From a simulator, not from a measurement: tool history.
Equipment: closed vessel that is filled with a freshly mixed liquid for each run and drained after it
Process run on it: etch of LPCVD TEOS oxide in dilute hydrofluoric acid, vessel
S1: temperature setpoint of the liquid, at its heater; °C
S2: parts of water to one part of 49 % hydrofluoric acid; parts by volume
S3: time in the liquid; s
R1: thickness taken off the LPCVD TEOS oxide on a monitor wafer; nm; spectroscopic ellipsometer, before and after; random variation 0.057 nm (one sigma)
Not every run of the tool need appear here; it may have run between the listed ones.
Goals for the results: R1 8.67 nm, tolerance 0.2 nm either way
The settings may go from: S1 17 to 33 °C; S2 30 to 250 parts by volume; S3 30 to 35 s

| run | hour | S1 | S2 | S3 | R1 |
|---|---|---|---|---|---|
| 1 | 0 | 25 | 140 | 35 | 4.0952 |
| 2 | 3.2 | 26 | 135 | 35 | 4.4201 |
| 3 | 7.3 | 26 | 180 | 35 | 3.14 |
| 4 | 9.9 | 22.5 | 180 | 35 | 2.7589 |
| 5 | 13.9 | 22.5 | 180 | 30 | 2.3849 |
| 6 | 18.1 | 20 | 180 | 30 | 2.14 |
| 7 | 21 | 21.5 | 170 | 30 | 2.4536 |
| 8 | 27.2 | 22.5 | 160 | 30 | 2.7042 |
| 9 | 35.7 | 26.5 | 105 | 30 | 5.1335 |
| 10 | 36.9 | 27 | 100 | 30 | 5.589 |
| 11 | 45.8 | 27.5 | 100 | 30 | 5.7471 |
| 12 | 49.1 | 28 | 100 | 30 | 5.8092 |

Which one of the following 5 next-run settings gets every result inside its allowed miss? There is exactly one.
| A | 52.4 | 33 | 90 | 35 | ? |
| B | 52.4 | 28.5 | 85 | 35 | ? |
| C | 52.4 | 26 | 75 | 35 | ? |
| D | 52.4 | 28.5 | 105 | 35 | ? |
| E | 52.4 | 27 | 80 | 35 | ? |

| move | R1 |
|---|---|
| A | 9.2181 |
| B | 8.2998 |
| C | 8.6482 |
| D | 6.5364 |
| E | 8.377 |
A: carries the result that was furthest off beyond its target, to the other side
B: closes in on the targets versus the last run, not all within tolerance yet
C: every result within its allowed miss
D: closes in on the targets versus the last run, not all within tolerance yet
E: closes in on the targets versus the last run, not all within tolerance yet
The right move is C.

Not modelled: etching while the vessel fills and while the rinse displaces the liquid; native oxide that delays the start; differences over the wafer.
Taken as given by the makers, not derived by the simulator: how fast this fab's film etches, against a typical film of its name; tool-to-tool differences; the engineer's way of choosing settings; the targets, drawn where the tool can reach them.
